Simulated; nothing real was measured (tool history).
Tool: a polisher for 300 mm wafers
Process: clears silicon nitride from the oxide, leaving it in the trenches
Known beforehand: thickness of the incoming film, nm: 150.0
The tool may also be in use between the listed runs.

| run | hour | flow of slurry (ml/min) | pressure of the wafer on the pad (psi) | speed of the pad under the wafer (cm/s) | overpolish time after the end point (s) | time until the end point was called (s) |
|---|---|---|---|---|---|---|
| 1 | 0 | 195 | 3.3 | 96 | 26 | 124.58 |
| 2 | 3.9 | 195 | 3.3 | 96 | 28 | 125.67 |
| 3 | 8.1 | 195 | 3.6 | 98 | 28 | 115.58 |
| 4 | 8.9 | 195 | 3.6 | 98 | 26 | 113.84 |
| 5 | 13.5 | 225 | 3.6 | 98 | 26 | 112.51 |
| 6 | 19.7 | 225 | 2.9 | 98 | 26 | 131.94 |
| 7 | 23.3 | 225 | 3.2 | 102 | 26 | 118.24 |
| 8 | 29.2 | 225 | 3.5 | 106 | 26 | 103.66 |

Estimate the outcome of run 9 from the log above:
| 9 | 36.1 | 225 | 3.7 | 108 | 26 | ? |

Run 9 measured time until the end point was called (s) 98.144.
